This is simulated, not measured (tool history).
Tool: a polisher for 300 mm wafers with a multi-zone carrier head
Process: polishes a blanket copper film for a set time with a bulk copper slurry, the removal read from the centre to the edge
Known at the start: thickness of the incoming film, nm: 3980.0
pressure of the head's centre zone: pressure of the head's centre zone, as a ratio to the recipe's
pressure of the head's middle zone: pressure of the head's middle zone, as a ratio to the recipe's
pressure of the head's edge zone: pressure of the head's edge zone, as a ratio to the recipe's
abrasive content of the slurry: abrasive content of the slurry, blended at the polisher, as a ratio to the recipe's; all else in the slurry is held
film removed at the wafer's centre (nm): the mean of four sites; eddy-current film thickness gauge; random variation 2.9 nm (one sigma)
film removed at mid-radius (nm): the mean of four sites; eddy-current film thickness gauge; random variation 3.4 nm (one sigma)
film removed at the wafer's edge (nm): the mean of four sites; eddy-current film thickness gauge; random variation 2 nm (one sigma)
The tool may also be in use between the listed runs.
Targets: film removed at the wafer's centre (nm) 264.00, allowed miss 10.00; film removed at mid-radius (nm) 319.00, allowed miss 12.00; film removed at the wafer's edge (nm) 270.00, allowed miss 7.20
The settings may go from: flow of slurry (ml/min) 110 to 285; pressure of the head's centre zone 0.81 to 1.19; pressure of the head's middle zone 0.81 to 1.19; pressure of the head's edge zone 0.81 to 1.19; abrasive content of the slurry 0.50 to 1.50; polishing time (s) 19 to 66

| run | hour | flow of slurry (ml/min) | pressure of the head's centre zone | pressure of the head's middle zone | pressure of the head's edge zone | abrasive content of the slurry | polishing time (s) | film removed at the wafer's centre (nm) | film removed at mid-radius (nm) | film removed at the wafer's edge (nm) |
|---|---|---|---|---|---|---|---|---|---|---|
| 1 | 0.0 | 180 | 1.00 | 1.00 | 1.00 | 1.00 | 42 | 408.13 | 411.86 | 417.28 |
| 2 | 5.8 | 180 | 1.00 | 1.00 | 1.00 | 0.85 | 42 | 397.39 | 402.27 | 401.59 |
| 3 | 7.4 | 180 | 1.00 | 1.00 | 1.00 | 1.05 | 42 | 411.62 | 415.70 | 417.18 |
| 4 | 8.2 | 175 | 0.98 | 1.02 | 0.96 | 0.95 | 39 | 372.93 | 382.76 | 370.99 |
| 5 | 12.1 | 170 | 0.94 | 1.04 | 0.93 | 0.85 | 38 | 324.91 | 367.31 | 347.48 |
| 6 | 18.6 | 205 | 0.94 | 1.04 | 0.93 | 0.85 | 38 | 338.34 | 383.71 | 351.15 |
| 7 | 26.8 | 205 | 0.93 | 1.04 | 0.91 | 0.75 | 37 | 322.59 | 355.74 | 330.48 |
| 8 | 33.0 | 205 | 0.92 | 1.06 | 0.89 | 0.70 | 36 | 303.06 | 346.60 | 316.05 |
| 9 | 41.1 | 205 | 0.92 | 1.08 | 0.87 | 0.65 | 35 | 296.30 | 339.59 | 300.35 |
| 10 | 48.7 | 205 | 0.92 | 1.08 | 0.87 | 0.65 | 35 | 291.27 | 338.63 | 299.12 |
| 11 | 56.5 | 195 | 0.92 | 1.09 | 0.85 | 0.60 | 35 | 288.45 | 331.03 | 289.05 |
| 12 | 63.6 | 185 | 0.91 | 1.10 | 0.84 | 0.60 | 35 | 280.31 | 335.54 | 287.70 |
|  | 64.3 | slurry nozzle cleaned |
| 13 | 64.3 | 180 | 0.91 | 1.10 | 0.83 | 0.55 | 35 | 284.91 | 341.01 | 289.06 |
| 14 | 66.9 | 180 | 0.91 | 1.10 | 0.83 | 0.55 | 35 | 280.95 | 337.27 | 286.02 |

Which of these 5 next moves meets every target?
| A | 69.5 | 235 | 0.84 | 1.19 | 0.87 | 0.75 | 32 | ? | ? | ? |
| B | 69.5 | 165 | 0.91 | 1.12 | 0.85 | 0.50 | 33 | ? | ? | ? |
| C | 69.5 | 170 | 0.94 | 0.97 | 0.90 | 0.50 | 36 | ? | ? | ? |
| D | 69.5 | 235 | 0.82 | 0.90 | 0.91 | 0.75 | 33 | ? | ? | ? |
| E | 69.5 | 165 | 0.84 | 1.08 | 0.89 | 0.60 | 37 | ? | ? | ? |

| move | film removed at the wafer's centre (nm) | film removed at mid-radius (nm) | film removed at the wafer's edge (nm) |
|---|---|---|---|
| A | 265.32 | 359.66 | 290.58 |
| B | 263.23 | 314.85 | 267.91 |
| C | 296.91 | 304.79 | 301.18 |
| D | 266.83 | 292.65 | 307.07 |
| E | 282.76 | 354.24 | 317.57 |
A: further off than the last run
B: meets every target
C: further off than the last run
D: further off than the last run
E: further off than the last run
Move B is the one to make.

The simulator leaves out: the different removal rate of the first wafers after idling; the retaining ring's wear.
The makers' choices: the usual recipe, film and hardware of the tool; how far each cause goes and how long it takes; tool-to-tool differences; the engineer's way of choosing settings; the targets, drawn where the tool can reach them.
